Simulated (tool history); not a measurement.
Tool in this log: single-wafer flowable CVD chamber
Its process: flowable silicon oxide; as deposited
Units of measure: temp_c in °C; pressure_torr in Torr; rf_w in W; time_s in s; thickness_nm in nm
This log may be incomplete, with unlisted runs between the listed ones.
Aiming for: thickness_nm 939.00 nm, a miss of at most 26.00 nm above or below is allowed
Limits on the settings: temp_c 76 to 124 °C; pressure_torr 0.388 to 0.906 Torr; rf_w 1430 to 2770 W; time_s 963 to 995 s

run	day	temp_c	pressure_torr	rf_w	time_s	thickness_nm
1	0.000	100	0.647	2100	963	384.57
2	0.329	95	0.658	2105	963	466.23
3	0.512	91	0.665	2105	963	540.02
4	0.762	91	0.551	2105	963	451.77
# day 0.817: thermocouple changed; heater temperature recalibrated
5	0.817	91	0.551	2270	963	521.95
6	1.025	91	0.504	2270	963	480.31
7	1.088	88	0.528	2275	963	550.76
8	1.175	85	0.546	2280	963	625.35
9	1.229	83	0.561	2285	963	683.19
10	1.342	81	0.574	2285	963	744.90
11	1.671	80	0.584	2285	963	776.43
12	2.000	79	0.593	2285	963	813.13
13	2.071	78	0.600	2285	963	847.40
14	2.367	78	0.606	2285	963	850.57
15	2.483	78	0.611	2285	963	859.30
16	2.692	78	0.615	2285	963	864.64
17	2.825	78	0.617	2285	963	867.43
18	3.021	78	0.619	2285	963	870.62

Pick the move, out of 5, that brings all results within their allowed miss; only one does.
A	3.217	76	0.630	1950	988	?
B	3.217	84	0.737	2520	970	?
C	3.217	86	0.785	2300	985	?
D	3.217	77	0.578	2335	963	?
E	3.217	79	0.594	2300	963	?

move	thickness_nm
A	928.22
B	879.50
C	880.07
D	838.75
E	813.62
A: every result within its allowed miss
B: gains on the last run, yet a result remains outside its allowed miss
C: gains on the last run, yet a result remains outside its allowed miss
D: its largest miss is bigger than the last run's
E: its largest miss is bigger than the last run's
Correct choice: A, which meets every target
